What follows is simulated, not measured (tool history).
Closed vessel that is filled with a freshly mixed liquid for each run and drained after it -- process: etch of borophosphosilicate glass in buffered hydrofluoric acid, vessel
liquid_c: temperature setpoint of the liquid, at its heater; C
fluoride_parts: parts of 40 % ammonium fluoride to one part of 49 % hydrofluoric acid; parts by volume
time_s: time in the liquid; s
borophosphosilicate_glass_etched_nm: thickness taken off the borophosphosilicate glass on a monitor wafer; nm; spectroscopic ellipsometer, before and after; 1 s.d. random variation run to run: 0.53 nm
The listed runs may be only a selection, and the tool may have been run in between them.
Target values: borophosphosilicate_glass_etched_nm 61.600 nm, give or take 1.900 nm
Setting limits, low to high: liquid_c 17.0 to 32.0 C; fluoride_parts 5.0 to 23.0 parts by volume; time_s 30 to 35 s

run  hour  liquid_c  fluoride_parts  time_s  borophosphosilicate_glass_etched_nm
  1   0.0      25.0            14.0      35                               89.357
  2   6.9      25.0            12.0      35                              105.280
  3  14.5      23.0            12.5      35                               89.660
  4  21.3      23.0            11.0      35                              103.090
  5  28.7      21.5            11.5      35                               92.115
  6  36.8      23.0            11.5      35                               97.520
  7  42.9      21.5            12.0      35                               86.667
  8  44.1      20.5            12.5      35                               78.415

Of the 5 settings listed for the next run, only one would bring every result within its allowed miss of target. Which one?
  A  45.3      21.5            15.0      35                                    ?
  B  45.3      25.0            11.5      35                                    ?
  C  45.3      21.5            14.5      30                                    ?
  D  45.3      22.0            13.5      30                                    ?
  E  45.3      21.5             8.5      35                                    ?

move  borophosphosilicate_glass_etched_nm
   A                               70.256
   B                              110.370
   C                               62.270
   D                               68.676
   E                              119.270
A: closer than the last run, but not yet in spec
B: misses by more than the last run did
C: in spec on every target
D: closer than the last run, but not yet in spec
E: misses by more than the last run did
So the answer is move C, the one that meets all the targets.
